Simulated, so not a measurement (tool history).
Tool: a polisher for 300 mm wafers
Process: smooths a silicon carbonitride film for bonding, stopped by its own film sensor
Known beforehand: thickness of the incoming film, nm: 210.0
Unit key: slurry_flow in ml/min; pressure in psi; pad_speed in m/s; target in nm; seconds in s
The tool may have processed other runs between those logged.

run 1 day=0 | slurry_flow=130 pressure=2.6 pad_speed=1.16 slurry_solids=1 target=155 | seconds=186.02
run 2 day=0.154 | slurry_flow=130 pressure=3.1 pad_speed=1.16 slurry_solids=1 target=155 | seconds=151.75
run 3 day=0.438 | slurry_flow=160 pressure=3.1 pad_speed=1.16 slurry_solids=1 target=155 | seconds=145.44
run 4 day=0.504 | slurry_flow=160 pressure=3.1 pad_speed=1.16 slurry_solids=1.1 target=155 | seconds=135.37
run 5 day=0.542 | slurry_flow=160 pressure=2.7 pad_speed=1.12 slurry_solids=1.1 target=155 | seconds=163.68
run 6 day=0.917 | slurry_flow=160 pressure=2.4 pad_speed=1.1 slurry_solids=1.1 target=155 | seconds=188.01
run 7 day=1.046 | slurry_flow=160 pressure=2.2 pad_speed=1.08 slurry_solids=1.1 target=155 | seconds=210.74

Estimate the outcome of run 8 from the log above:
run 8 day=1.146 | slurry_flow=160 pressure=2.1 pad_speed=1.08 slurry_solids=1.1 target=155 | seconds=?

seconds: 215.11 s

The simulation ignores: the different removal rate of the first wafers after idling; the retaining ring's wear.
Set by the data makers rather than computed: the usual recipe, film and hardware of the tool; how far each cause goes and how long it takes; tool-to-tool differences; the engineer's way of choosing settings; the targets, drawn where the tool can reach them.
